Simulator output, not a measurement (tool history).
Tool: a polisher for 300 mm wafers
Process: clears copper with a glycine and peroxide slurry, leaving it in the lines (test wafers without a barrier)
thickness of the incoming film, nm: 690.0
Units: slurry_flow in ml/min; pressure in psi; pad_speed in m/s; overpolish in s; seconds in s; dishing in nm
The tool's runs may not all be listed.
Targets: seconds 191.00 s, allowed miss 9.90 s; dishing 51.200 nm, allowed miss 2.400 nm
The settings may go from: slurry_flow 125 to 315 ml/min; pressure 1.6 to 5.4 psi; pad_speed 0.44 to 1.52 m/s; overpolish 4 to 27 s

| run | hour | slurry_flow | pressure | pad_speed | overpolish | seconds | dishing |
|---|---|---|---|---|---|---|---|
| 1 | 0.0 | 205 | 3.5 | 0.98 | 14 | 128.68 | 58.418 |
| 2 | 2.2 | 205 | 3.5 | 1.16 | 14 | 119.95 | 63.339 |
| 3 | 9.8 | 205 | 3.5 | 1.34 | 14 | 105.85 | 68.539 |
| 4 | 10.7 | 205 | 3.2 | 1.32 | 14 | 115.92 | 64.607 |
| 5 | 13.6 | 205 | 3.0 | 1.30 | 14 | 124.86 | 59.671 |
| 6 | 15.7 | 205 | 2.8 | 1.30 | 14 | 133.32 | 55.743 |
| 7 | 23.8 | 205 | 2.7 | 1.30 | 15 | 139.65 | 57.672 |
| 8 | 28.4 | 205 | 2.6 | 1.30 | 15 | 138.56 | 56.854 |
| 9 | 37.0 | 205 | 2.5 | 1.28 | 15 | 150.58 | 54.998 |
| 10 | 38.1 | 205 | 2.4 | 1.28 | 15 | 149.83 | 53.877 |
| 11 | 40.7 | 205 | 2.3 | 1.28 | 15 | 153.65 | 50.621 |
| 12 | 47.2 | 205 | 2.2 | 1.28 | 15 | 166.20 | 50.794 |
|  | 51.2 | slurry nozzle cleaned |
| 13 | 51.2 | 205 | 2.1 | 1.28 | 15 | 160.89 | 50.176 |
| 14 | 56.6 | 205 | 2.1 | 1.28 | 15 | 161.05 | 52.207 |
| 15 | 57.8 | 205 | 2.0 | 1.28 | 15 | 164.17 | 49.737 |
| 16 | 65.7 | 205 | 1.9 | 1.28 | 15 | 174.49 | 46.365 |

Which of these 5 next moves meets every target?
| A | 73.6 | 220 | 1.7 | 1.26 | 18 | ? | ? |
| B | 73.6 | 200 | 2.0 | 1.26 | 18 | ? | ? |
| C | 73.6 | 160 | 2.4 | 1.18 | 17 | ? | ? |
| D | 73.6 | 205 | 2.2 | 1.24 | 12 | ? | ? |
| E | 73.6 | 270 | 1.8 | 1.32 | 15 | ? | ? |

| move | seconds | dishing |
|---|---|---|
| A | 189.96 | 51.435 |
| B | 169.47 | 57.115 |
| C | 157.77 | 58.394 |
| D | 157.87 | 42.874 |
| E | 172.69 | 47.795 |
A: meets every target
B: takes the result that was furthest off past its target
C: takes the result that was furthest off past its target
D: further off than the last run
E: nearer than the last run, and not there yet
Answer: A

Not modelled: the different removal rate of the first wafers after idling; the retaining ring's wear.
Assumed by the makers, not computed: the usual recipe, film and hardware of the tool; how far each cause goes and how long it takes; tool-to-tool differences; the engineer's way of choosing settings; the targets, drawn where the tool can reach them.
